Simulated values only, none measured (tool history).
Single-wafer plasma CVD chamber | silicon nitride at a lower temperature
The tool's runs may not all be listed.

| run | hour | heater temperature setpoint (°C) | chamber pressure (mTorr) | RF power (kW) | deposition time (s) | mean film thickness on the monitor wafer (Å) |
|---|---|---|---|---|---|---|
| 1 | 0 | 330 | 1420 | 0.305 | 11.3 | 125.49 |
| 2 | 3.2 | 330 | 1490 | 0.31 | 11.3 | 129.75 |
| 3 | 6.4 | 330 | 1540 | 0.31 | 11.3 | 132.63 |
| 4 | 8.2 | 330 | 1540 | 0.31 | 10.8 | 126.85 |
| 5 | 8.9 | 323 | 1540 | 0.31 | 10.8 | 127.31 |
| 6 | 16.6 | 328 | 1540 | 0.31 | 10.8 | 125.94 |
| 7 | 22 | 328 | 1600 | 0.315 | 10.8 | 129.79 |

Run 8 comes next. What will it give?
| 8 | 24.1 | 328 | 1650 | 0.315 | 10.8 | ? |

{"run 8": {"mean film thickness on the monitor wafer (Å)": 131.9}}
